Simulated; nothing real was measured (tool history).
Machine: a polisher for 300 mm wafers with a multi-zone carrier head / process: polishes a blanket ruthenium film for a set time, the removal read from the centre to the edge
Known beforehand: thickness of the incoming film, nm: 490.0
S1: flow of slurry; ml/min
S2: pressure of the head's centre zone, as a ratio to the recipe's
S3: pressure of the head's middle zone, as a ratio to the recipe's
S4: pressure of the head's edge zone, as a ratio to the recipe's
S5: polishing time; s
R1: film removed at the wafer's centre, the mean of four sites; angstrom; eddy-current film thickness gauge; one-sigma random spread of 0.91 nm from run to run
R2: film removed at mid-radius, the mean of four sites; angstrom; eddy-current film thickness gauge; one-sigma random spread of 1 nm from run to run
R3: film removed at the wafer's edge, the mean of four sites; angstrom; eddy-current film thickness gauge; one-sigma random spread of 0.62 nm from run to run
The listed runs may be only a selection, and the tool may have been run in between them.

Run 1, day 0: S1 245 ml/min, S2 1, S3 1, S4 1, S5 36 s. Result: R1 592.16 angstrom, R2 590.63 angstrom, R3 570.21 angstrom.
Run 2, day 0.171: S1 245 ml/min, S2 1, S3 1, S4 1.07, S5 36 s. Result: R1 587.64 angstrom, R2 584.86 angstrom, R3 597.39 angstrom.
Run 3, day 0.329: S1 250 ml/min, S2 1, S3 1.02, S4 1.08, S5 37 s. Result: R1 594.97 angstrom, R2 604.13 angstrom, R3 620.74 angstrom.
Run 4, day 0.388: S1 250 ml/min, S2 0.93, S3 1.02, S4 1.08, S5 37 s. Result: R1 559.69 angstrom, R2 615.43 angstrom, R3 613.99 angstrom.
Run 5, day 0.733: S1 255 ml/min, S2 0.94, S3 1.04, S4 1.08, S5 38 s. Result: R1 579.01 angstrom, R2 658.39 angstrom, R3 635.23 angstrom.
Run 6, day 0.8: S1 260 ml/min, S2 0.96, S3 1.05, S4 1.08, S5 38 s. Result: R1 591.97 angstrom, R2 648.65 angstrom, R3 631 angstrom.
Run 7, day 0.921: S1 260 ml/min, S2 0.97, S3 1.06, S4 1.08, S5 39 s. Result: R1 616.94 angstrom, R2 672.3 angstrom, R3 644.49 angstrom.
Run 8, day 1.133: S1 260 ml/min, S2 0.97, S3 1.07, S4 1.09, S5 39 s. Result: R1 619.77 angstrom, R2 677.43 angstrom, R3 650.69 angstrom.
Run 9, day 1.279: S1 260 ml/min, S2 0.97, S3 1.08, S4 1.1, S5 39 s. Result: R1 636 angstrom, R2 696.48 angstrom, R3 649.46 angstrom.
Run 10, day 1.65: S1 260 ml/min, S2 0.97, S3 1.09, S4 1.11, S5 39 s. Result: R1 615.99 angstrom, R2 681.78 angstrom, R3 659.7 angstrom.
Run 11, day 1.867: S1 265 ml/min, S2 0.97, S3 1.1, S4 1.11, S5 39 s. Result: R1 615.63 angstrom, R2 671.73 angstrom, R3 660.06 angstrom.
Run 12, day 1.896: S1 265 ml/min, S2 0.97, S3 1.1, S4 1.1, S5 40 s. Result: R1 639.35 angstrom, R2 707.74 angstrom, R3 672.32 angstrom.
Run 13, day 1.946: S1 265 ml/min, S2 0.97, S3 1.11, S4 1.1, S5 40 s. Result: R1 643.29 angstrom, R2 722.66 angstrom, R3 677.59 angstrom.
Run 14, day 2.058: S1 265 ml/min, S2 0.97, S3 1.12, S4 1.1, S5 40 s. Result: R1 643.85 angstrom, R2 716.29 angstrom, R3 678.13 angstrom.
Run 15, day 2.367: S1 265 ml/min, S2 0.97, S3 1.13, S4 1.1, S5 40 s. Result: R1 621.94 angstrom, R2 719.42 angstrom, R3 662.19 angstrom.

What does the tool deliver on the next run?
Run 16, day 2.708: S1 270 ml/min, S2 0.97, S3 1.14, S4 1.1, S5 40 s. Result: R1 ?, R2 ?, R3 ?.

Run 16 gave R1 645.61 angstrom, R2 739.07 angstrom, R3 678.96 angstrom.
